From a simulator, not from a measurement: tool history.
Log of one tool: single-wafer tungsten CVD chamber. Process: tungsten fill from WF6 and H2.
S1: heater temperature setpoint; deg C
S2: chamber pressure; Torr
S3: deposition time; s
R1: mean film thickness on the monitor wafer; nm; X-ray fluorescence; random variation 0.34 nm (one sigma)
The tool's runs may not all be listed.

{"run": 1, "hour": 0.0, "S1": 400, "S2": 41.0, "S3": 24.0, "R1": 85.499}
{"run": 2, "hour": 6.5, "S1": 405, "S2": 41.0, "S3": 24.0, "R1": 92.957}
{"run": 3, "hour": 9.7, "S1": 407, "S2": 41.0, "S3": 24.0, "R1": 97.157}
{"run": 4, "hour": 15.4, "S1": 408, "S2": 41.0, "S3": 24.0, "R1": 98.111}
{"hour": 22.2, "done": "thermocouple changed; heater temperature recalibrated"}
{"run": 5, "hour": 22.2, "S1": 409, "S2": 41.0, "S3": 24.0, "R1": 92.626}
{"run": 6, "hour": 30.1, "S1": 412, "S2": 42.1, "S3": 24.0, "R1": 98.395}
{"run": 7, "hour": 34.9, "S1": 414, "S2": 42.3, "S3": 24.0, "R1": 102.41}

Forecast run 8:
{"run": 8, "hour": 41.0, "S1": 415, "S2": 42.4, "S3": 24.0, "R1": "?"}

Run 8 gave R1 103.580 nm.

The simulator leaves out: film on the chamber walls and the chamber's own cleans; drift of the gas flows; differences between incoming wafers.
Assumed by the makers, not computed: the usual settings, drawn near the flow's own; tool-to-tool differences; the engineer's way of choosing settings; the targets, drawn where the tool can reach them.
